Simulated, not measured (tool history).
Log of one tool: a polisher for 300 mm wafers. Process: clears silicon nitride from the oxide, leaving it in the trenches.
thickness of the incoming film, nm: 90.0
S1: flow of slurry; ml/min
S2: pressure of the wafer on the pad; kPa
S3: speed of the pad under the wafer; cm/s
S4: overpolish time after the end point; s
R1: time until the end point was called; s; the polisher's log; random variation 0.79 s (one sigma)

run  hour   S1    S2   S3  S4      R1
  1     0  235    20  106  24  88.375
  2   1.9  235    20  120  24  79.607
  3   2.7  235    20  120  24  76.738
  4   5.2  180    20  120  24  80.824
  5  11.4  180    20  140  24  70.095
  6  16.7  185  20.7  140  24  69.432

Run 7 comes next. What will it give?
  7    19  190  21.4  140  24   ?

Run 7 gave R1 66.62 s.
